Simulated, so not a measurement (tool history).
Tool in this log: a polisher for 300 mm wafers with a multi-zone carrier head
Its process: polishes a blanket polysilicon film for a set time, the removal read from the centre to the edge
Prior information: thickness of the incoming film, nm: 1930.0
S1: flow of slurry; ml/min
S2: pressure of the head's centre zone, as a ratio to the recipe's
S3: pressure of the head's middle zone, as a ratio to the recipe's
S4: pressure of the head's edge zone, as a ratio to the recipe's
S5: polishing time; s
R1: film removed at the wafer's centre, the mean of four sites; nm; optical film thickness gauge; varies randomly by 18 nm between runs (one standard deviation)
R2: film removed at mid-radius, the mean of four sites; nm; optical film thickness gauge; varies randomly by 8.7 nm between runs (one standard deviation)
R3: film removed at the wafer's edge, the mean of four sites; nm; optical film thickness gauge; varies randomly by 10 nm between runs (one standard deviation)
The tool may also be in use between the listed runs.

run	day	S1	S2	S3	S4	S5	R1	R2	R3
1	0	320	1	1	1	64	790.64	802.76	818.74
2	0.05	320	1.09	1	1	64	834.52	811.38	810.71
3	0.246	335	1.12	0.97	1.03	72	953.61	881.9	949.77
4	0.296	335	1.12	0.97	1.11	72	969.8	886.06	965.08
5	0.596	335	1.12	0.97	1.04	72	978.44	889.49	959.48
6	0.638	335	1.12	0.97	1.09	72	1008.9	886.18	977.57

The next listed run, before its measurement:
7	0.896	345	1.13	0.98	1.12	76	?	?	?

Run 7 gave R1 1067.6 nm, R2 937.12 nm, R3 1027.7 nm.

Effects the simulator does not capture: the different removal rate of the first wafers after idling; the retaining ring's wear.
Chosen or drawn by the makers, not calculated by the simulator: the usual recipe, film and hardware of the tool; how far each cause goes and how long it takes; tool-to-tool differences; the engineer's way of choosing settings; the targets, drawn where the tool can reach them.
